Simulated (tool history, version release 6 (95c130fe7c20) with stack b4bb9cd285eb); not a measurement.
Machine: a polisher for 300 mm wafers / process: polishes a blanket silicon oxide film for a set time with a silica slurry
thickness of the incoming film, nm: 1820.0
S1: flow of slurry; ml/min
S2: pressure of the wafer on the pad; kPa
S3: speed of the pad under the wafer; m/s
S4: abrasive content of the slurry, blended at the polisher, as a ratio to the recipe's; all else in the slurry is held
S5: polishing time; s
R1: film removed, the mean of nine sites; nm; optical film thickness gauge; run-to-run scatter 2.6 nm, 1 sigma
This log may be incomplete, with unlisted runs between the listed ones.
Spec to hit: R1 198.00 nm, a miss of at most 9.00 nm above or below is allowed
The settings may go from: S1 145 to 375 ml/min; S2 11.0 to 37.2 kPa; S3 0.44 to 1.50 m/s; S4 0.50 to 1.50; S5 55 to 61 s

{"run": 1, "hour": 0.0, "S1": 240, "S2": 24.1, "S3": 0.96, "S4": 1.0, "S5": 61, "R1": 161.3}
{"run": 2, "hour": 5.1, "S1": 240, "S2": 25.5, "S3": 0.96, "S4": 1.0, "S5": 61, "R1": 170.76}
{"run": 3, "hour": 9.0, "S1": 240, "S2": 25.5, "S3": 0.96, "S4": 0.8, "S5": 61, "R1": 149.7}
{"run": 4, "hour": 10.0, "S1": 240, "S2": 25.5, "S3": 0.96, "S4": 0.8, "S5": 61, "R1": 148.7}
{"run": 5, "hour": 15.8, "S1": 240, "S2": 27.6, "S3": 0.96, "S4": 0.8, "S5": 61, "R1": 159.95}
{"run": 6, "hour": 20.0, "S1": 240, "S2": 27.6, "S3": 0.88, "S4": 0.8, "S5": 61, "R1": 148.11}
{"run": 7, "hour": 28.3, "S1": 240, "S2": 34.5, "S3": 0.9, "S4": 0.8, "S5": 61, "R1": 183.37}
{"run": 8, "hour": 29.3, "S1": 240, "S2": 35.2, "S3": 0.9, "S4": 0.8, "S5": 61, "R1": 188.13}
{"run": 9, "hour": 38.3, "S1": 240, "S2": 35.9, "S3": 0.9, "S4": 0.8, "S5": 61, "R1": 187.63}

Below are 4 possible settings for the next run. Only one of them brings all results inside the allowed miss of their targets. Which is it?
{"run": "A", "hour": 47.3, "S1": 215, "S2": 37.2, "S3": 0.96, "S4": 0.65, "S5": 61, "R1": "?"}
{"run": "B", "hour": 47.3, "S1": 265, "S2": 37.2, "S3": 0.94, "S4": 0.9, "S5": 61, "R1": "?"}
{"run": "C", "hour": 47.3, "S1": 290, "S2": 37.2, "S3": 0.92, "S4": 0.9, "S5": 61, "R1": "?"}
{"run": "D", "hour": 47.3, "S1": 315, "S2": 37.2, "S3": 0.92, "S4": 0.75, "S5": 61, "R1": "?"}

move=A R1=170.95
move=B R1=217.89
move=C R1=216.19
move=D R1=192.84
A: further off than the last run
B: moves the result that the last run missed by most past its target, out the other side
C: moves the result that the last run missed by most past its target, out the other side
D: hits every target within its allowed miss
Answer: D
